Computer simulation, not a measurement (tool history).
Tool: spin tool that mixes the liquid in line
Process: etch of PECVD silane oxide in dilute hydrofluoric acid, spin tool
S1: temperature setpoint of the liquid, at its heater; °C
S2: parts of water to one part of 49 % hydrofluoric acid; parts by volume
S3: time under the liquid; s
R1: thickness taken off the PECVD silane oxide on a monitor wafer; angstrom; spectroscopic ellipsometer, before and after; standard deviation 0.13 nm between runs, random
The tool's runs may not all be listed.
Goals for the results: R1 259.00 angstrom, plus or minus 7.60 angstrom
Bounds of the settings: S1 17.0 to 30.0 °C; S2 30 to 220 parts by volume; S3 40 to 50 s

run 1 hour=0.0 | S1=22.0 S2=125 S3=50 | R1=123.19
run 2 hour=0.6 | S1=23.0 S2=115 S3=50 | R1=138.78
run 3 hour=5.0 | S1=23.0 S2=145 S3=50 | R1=107.03
run 4 hour=6.4 | S1=23.0 S2=145 S3=40 | R1=85.84
run 5 hour=10.7 | S1=23.0 S2=125 S3=40 | R1=102.69
-- hour=14.4 hydrofluoric acid flow meter replaced
run 6 hour=14.4 | S1=25.0 S2=125 S3=40 | R1=126.36
run 7 hour=17.0 | S1=29.0 S2=85 S3=40 | R1=230.53
run 8 hour=19.3 | S1=29.5 S2=80 S3=40 | R1=250.36

Exercise: of the 4 proposed moves below, exactly one satisfies all targets within the stated allowed misses. Which move is it?
run A hour=21.6 | S1=28.5 S2=75 S3=40 | R1=?
run B hour=21.6 | S1=28.5 S2=80 S3=40 | R1=?
run C hour=21.6 | S1=26.5 S2=75 S3=40 | R1=?
run D hour=21.6 | S1=28.5 S2=85 S3=50 | R1=?

move=A R1=257.52
move=B R1=239.72
move=C R1=238.11
move=D R1=280.05
A: each result inside its tolerance
B: lands further from the targets than the last run did
C: lands further from the targets than the last run did
D: pushes the last run's worst result past its target
The right move is A.
